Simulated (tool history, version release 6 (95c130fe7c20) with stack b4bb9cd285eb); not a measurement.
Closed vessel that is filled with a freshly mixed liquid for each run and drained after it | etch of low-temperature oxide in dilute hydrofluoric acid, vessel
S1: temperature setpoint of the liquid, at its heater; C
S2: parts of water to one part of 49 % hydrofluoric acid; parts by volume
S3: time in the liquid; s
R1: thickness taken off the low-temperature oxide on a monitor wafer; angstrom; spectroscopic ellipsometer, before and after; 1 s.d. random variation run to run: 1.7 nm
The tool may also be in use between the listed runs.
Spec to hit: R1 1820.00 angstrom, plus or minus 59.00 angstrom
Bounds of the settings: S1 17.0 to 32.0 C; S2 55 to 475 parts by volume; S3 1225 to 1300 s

run 1 hour=0.0 | S1=24.0 S2=265 S3=1225 | R1=604.35
run 2 hour=5.2 | S1=26.5 S2=205 S3=1225 | R1=913.38
run 3 hour=7.6 | S1=28.0 S2=175 S3=1225 | R1=1168.80
run 4 hour=16.9 | S1=29.0 S2=160 S3=1225 | R1=1355.70
run 5 hour=24.4 | S1=30.0 S2=150 S3=1225 | R1=1537.50
run 6 hour=33.4 | S1=30.0 S2=150 S3=1225 | R1=1522.80
-- hour=39.8 thermometer replaced
run 7 hour=39.8 | S1=30.5 S2=145 S3=1225 | R1=1720.90
run 8 hour=43.1 | S1=31.0 S2=145 S3=1225 | R1=1732.40

4 candidate next runs follow, results not yet known. Just one meets every target within its allowed miss. Identify it.
run A hour=46.4 | S1=30.0 S2=150 S3=1290 | R1=?
run B hour=46.4 | S1=30.5 S2=130 S3=1270 | R1=?
run C hour=46.4 | S1=32.0 S2=140 S3=1255 | R1=?
run D hour=46.4 | S1=30.5 S2=145 S3=1300 | R1=?

move=A R1=1676.20
move=B R1=1991.40
move=C R1=1902.10
move=D R1=1790.90
A: misses by more than the last run did
B: carries the result that was furthest off beyond its target, to the other side
C: carries the result that was furthest off beyond its target, to the other side
D: each result inside its tolerance
D meets every target.

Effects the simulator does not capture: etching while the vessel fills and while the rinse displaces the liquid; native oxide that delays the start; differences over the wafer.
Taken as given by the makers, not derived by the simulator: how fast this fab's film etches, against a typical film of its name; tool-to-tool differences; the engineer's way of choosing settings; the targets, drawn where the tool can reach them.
